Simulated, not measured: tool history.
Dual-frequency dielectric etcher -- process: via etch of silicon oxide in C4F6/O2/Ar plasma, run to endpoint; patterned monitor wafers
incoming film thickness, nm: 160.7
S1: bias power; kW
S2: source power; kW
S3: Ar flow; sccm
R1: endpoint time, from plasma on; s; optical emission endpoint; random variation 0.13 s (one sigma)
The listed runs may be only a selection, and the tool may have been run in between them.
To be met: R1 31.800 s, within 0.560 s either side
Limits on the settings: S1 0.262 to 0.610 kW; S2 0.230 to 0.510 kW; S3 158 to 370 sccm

run 1 hour=0.0 | S1=0.436 S2=0.370 S3=264 | R1=38.848
run 2 hour=4.8 | S1=0.480 S2=0.390 S3=261 | R1=35.993
run 3 hour=6.5 | S1=0.509 S2=0.390 S3=261 | R1=34.957
run 4 hour=15.0 | S1=0.509 S2=0.420 S3=261 | R1=34.408
run 5 hour=18.4 | S1=0.509 S2=0.420 S3=236 | R1=33.799
run 6 hour=20.4 | S1=0.524 S2=0.420 S3=236 | R1=33.348
-- hour=22.8 bias power generator calibrated
run 7 hour=22.8 | S1=0.536 S2=0.420 S3=236 | R1=33.421
run 8 hour=29.1 | S1=0.551 S2=0.420 S3=236 | R1=33.081
run 9 hour=31.0 | S1=0.564 S2=0.420 S3=236 | R1=32.767
run 10 hour=38.9 | S1=0.574 S2=0.420 S3=236 | R1=32.200
run 11 hour=47.0 | S1=0.574 S2=0.420 S3=236 | R1=32.548

5 next moves are on the table. One of them brings every result within its allowed miss. Which?
run A hour=55.1 | S1=0.601 S2=0.420 S3=227 | R1=?
run B hour=55.1 | S1=0.475 S2=0.510 S3=259 | R1=?
run C hour=55.1 | S1=0.601 S2=0.380 S3=246 | R1=?
run D hour=55.1 | S1=0.511 S2=0.430 S3=265 | R1=?
run E hour=55.1 | S1=0.572 S2=0.410 S3=247 | R1=?

move=A R1=31.853
move=B R1=33.210
move=C R1=33.489
move=D R1=34.541
move=E R1=33.211
A: meets every target
B: misses by more than the last run did
C: misses by more than the last run did
D: misses by more than the last run did
E: misses by more than the last run did
A meets every target.
